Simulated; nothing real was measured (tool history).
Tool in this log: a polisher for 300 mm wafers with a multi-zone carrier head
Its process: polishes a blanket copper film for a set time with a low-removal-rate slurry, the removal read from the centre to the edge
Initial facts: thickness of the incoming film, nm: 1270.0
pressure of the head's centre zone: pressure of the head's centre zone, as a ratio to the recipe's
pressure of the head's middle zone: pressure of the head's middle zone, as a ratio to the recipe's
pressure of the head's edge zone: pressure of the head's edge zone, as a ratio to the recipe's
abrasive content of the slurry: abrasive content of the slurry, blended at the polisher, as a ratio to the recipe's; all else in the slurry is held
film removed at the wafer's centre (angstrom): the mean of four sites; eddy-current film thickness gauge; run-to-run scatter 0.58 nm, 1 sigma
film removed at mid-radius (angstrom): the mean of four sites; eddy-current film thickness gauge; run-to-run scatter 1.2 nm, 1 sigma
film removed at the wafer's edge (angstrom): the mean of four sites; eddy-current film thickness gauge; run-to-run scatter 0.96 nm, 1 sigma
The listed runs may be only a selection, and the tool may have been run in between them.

run,hour,flow of slurry (ml/min),pressure of the head's centre zone,pressure of the head's middle zone,pressure of the head's edge zone,abrasive content of the slurry,polishing time (s),film removed at the wafer's centre (angstrom),film removed at mid-radius (angstrom),film removed at the wafer's edge (angstrom)
1,0,180,1,1,1,1,61,1119.2,1157.3,1134.4
2,7.8,225,1,1,1,1,61,1165.5,1171.7,1140.5
3,8.7,225,1,1,1,0.8,61,1080.2,1091.2,1061.7
4,16.5,225,1.08,1,1,0.8,61,1168.4,1102.7,1065.4
5,19.6,220,1.06,0.98,0.98,0.75,61,1124.2,1086.3,1037.1
6,25.6,220,1.06,1.06,0.98,0.75,61,1135.9,1129.4,1048.3
7,33.3,220,1.05,1.03,0.98,0.7,61,1097.7,1070.9,1012.8
8,34.2,215,1.03,1.01,0.98,0.7,61,1079.9,1074.3,1011.1
9,42.8,165,0.94,0.91,1.01,0.5,59,803.11,812.22,867.84
10,43.7,175,0.94,0.91,1.01,0.5,59,819.88,804.6,872.13
11,45.9,185,0.94,0.92,1.01,0.5,59,820.82,835.22,864.29
12,47.5,235,0.98,0.9,1.1,0.6,59,955.82,893.34,1001.7
13,49.7,230,0.98,0.91,1.09,0.6,59,945.76,879.54,1000.8

The next listed run, before its measurement:
14,54.9,225,0.96,1.01,0.99,0.55,59,?,?,?

{"run 14": {"film removed at the wafer's centre (angstrom)": 904.93, "film removed at mid-radius (angstrom)": 940.42, "film removed at the wafer's edge (angstrom)": 917.5}}

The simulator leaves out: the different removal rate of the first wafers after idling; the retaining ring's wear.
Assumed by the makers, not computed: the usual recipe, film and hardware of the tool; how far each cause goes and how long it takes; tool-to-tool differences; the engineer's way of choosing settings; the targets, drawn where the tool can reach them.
